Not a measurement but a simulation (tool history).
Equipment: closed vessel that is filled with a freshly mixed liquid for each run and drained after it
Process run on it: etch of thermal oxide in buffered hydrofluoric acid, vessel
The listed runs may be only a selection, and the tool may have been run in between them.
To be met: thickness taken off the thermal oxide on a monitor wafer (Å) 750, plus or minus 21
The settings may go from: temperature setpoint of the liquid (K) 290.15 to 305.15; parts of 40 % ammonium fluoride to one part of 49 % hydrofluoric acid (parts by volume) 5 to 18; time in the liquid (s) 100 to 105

run	day	temperature setpoint of the liquid (K)	parts of 40 % ammonium fluoride to one part of 49 % hydrofluoric acid (parts by volume)	time in the liquid (s)	thickness taken off the thermal oxide on a monitor wafer (Å)
1	0	298.15	11	100	1180.8
2	0.117	296.65	11	100	1087
3	0.325	296.65	11	100	1078.9
4	0.571	295.65	11	100	1035.6
5	0.692	295.65	11	100	1041.8
6	1.054	294.65	11	100	980.49
7	1.204	293.65	11	100	908.93
8	1.55	293.15	11	100	895.13
9	1.679	292.65	11	100	874.58
10	2.017	292.15	11	100	843.87
11	2.296	291.65	11	100	828.55
12	2.667	291.15	11	100	809.9
13	2.921	290.65	11	100	780.82

Of the 4 settings listed for the next run, only one would bring every result within its allowed miss of target. Which one?
A	3.175	290.65	13	105	?
B	3.175	290.15	11	105	?
C	3.175	290.15	10.5	105	?
D	3.175	290.15	11	100	?

move	thickness taken off the thermal oxide on a monitor wafer (Å)
A	682.61
B	781.24
C	817.51
D	744.04
A: the result that was furthest off in the last run now lies on the other side of its target
B: no nearer and no further than the last run
C: lands further from the targets than the last run did
D: every result lands within tolerance
The right move is D.
